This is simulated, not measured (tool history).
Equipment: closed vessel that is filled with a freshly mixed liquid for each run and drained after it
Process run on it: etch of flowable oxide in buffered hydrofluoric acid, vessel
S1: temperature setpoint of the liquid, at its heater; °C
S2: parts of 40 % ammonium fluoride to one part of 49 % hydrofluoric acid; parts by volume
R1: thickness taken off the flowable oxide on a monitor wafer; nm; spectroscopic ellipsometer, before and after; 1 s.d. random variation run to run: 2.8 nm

{"run": 1, "hour": 0.0, "S1": 24, "S2": 9, "time in the liquid (s)": 105, "R1": 393.89}
{"run": 2, "hour": 8.9, "S1": 24, "S2": 7, "time in the liquid (s)": 105, "R1": 491.11}
{"run": 3, "hour": 17.6, "S1": 24, "S2": 7, "time in the liquid (s)": 110, "R1": 511.27}
{"run": 4, "hour": 20.4, "S1": 24, "S2": 7, "time in the liquid (s)": 110, "R1": 518.41}
{"run": 5, "hour": 27.7, "S1": 24, "S2": 8, "time in the liquid (s)": 110, "R1": 444.6}
{"run": 6, "hour": 29.4, "S1": 24.5, "S2": 8, "time in the liquid (s)": 110, "R1": 459.57}
{"run": 7, "hour": 35.9, "S1": 25, "S2": 8, "time in the liquid (s)": 110, "R1": 469.51}

Run 8, settings as shown, results not yet in. Your forecast:
{"run": 8, "hour": 41.8, "S1": 25.5, "S2": 8, "time in the liquid (s)": 110, "R1": "?"}

Run 8 yielded R1 483.37 nm.
